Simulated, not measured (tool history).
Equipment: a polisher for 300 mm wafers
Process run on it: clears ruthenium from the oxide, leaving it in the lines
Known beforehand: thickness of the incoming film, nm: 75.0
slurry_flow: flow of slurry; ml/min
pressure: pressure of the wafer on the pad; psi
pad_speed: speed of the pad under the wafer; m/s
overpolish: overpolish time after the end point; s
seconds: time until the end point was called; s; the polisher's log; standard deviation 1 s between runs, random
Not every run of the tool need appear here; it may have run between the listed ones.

run 1 hour=0.0 | slurry_flow=315 pressure=1.9 pad_speed=0.84 overpolish=17 | seconds=74.809
run 2 hour=3.5 | slurry_flow=315 pressure=1.7 pad_speed=0.84 overpolish=17 | seconds=83.419
run 3 hour=5.2 | slurry_flow=350 pressure=1.7 pad_speed=0.84 overpolish=17 | seconds=83.326
run 4 hour=13.1 | slurry_flow=400 pressure=1.7 pad_speed=0.84 overpolish=17 | seconds=81.948
run 5 hour=18.5 | slurry_flow=400 pressure=1.7 pad_speed=0.84 overpolish=18 | seconds=81.909
run 6 hour=19.8 | slurry_flow=400 pressure=1.6 pad_speed=0.84 overpolish=18 | seconds=85.613
run 7 hour=22.9 | slurry_flow=400 pressure=1.5 pad_speed=0.84 overpolish=18 | seconds=91.068

Predict the results of run 8:
run 8 hour=28.5 | slurry_flow=400 pressure=1.4 pad_speed=0.84 overpolish=18 | seconds=?

Run 8 measured seconds 97.311 s.

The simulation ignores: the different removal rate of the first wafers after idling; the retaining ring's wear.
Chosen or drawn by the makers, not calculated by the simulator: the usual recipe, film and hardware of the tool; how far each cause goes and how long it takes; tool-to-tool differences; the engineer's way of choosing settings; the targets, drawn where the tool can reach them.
